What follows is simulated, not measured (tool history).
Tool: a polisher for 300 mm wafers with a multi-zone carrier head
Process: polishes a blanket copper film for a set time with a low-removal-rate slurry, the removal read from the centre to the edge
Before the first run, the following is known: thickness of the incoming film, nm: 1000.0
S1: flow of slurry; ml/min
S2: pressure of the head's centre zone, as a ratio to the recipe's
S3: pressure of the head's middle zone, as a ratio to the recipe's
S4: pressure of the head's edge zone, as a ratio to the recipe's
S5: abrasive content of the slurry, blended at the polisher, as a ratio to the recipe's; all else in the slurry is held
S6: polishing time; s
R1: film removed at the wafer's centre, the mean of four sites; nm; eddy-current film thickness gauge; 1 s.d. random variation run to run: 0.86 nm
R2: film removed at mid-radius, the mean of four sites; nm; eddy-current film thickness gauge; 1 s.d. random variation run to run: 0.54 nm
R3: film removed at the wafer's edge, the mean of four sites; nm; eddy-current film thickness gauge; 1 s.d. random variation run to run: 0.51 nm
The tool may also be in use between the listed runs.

run 1 day=0 | S1=135 S2=1 S3=1 S4=1 S5=1 S6=40 | R1=62.398 R2=64.196 R3=62.409
run 2 day=0.333 | S1=135 S2=1 S3=1 S4=1 S5=1.2 S6=40 | R1=66.134 R2=66.116 R3=65.213
run 3 day=0.575 | S1=125 S2=0.99 S3=0.97 S4=0.99 S5=1.15 S6=40 | R1=63.67 R2=63.703 R3=63.123
run 4 day=0.817 | S1=115 S2=0.98 S3=0.94 S4=0.99 S5=1.15 S6=40 | R1=60.593 R2=61.119 R3=62.731
run 5 day=1.083 | S1=115 S2=0.98 S3=1.01 S4=0.99 S5=1.15 S6=40 | R1=60.918 R2=63.917 R3=63.433
run 6 day=1.154 | S1=110 S2=0.99 S3=0.98 S4=0.99 S5=1.15 S6=40 | R1=60.101 R2=61.791 R3=62.875

For run 7, what comes out?
run 7 day=1.454 | S1=110 S2=0.99 S3=0.98 S4=0.99 S5=1.15 S6=40 | R1=? R2=? R3=?

Logged for run 7: R1 59.835 nm, R2 60.682 nm, R3 60.77 nm.
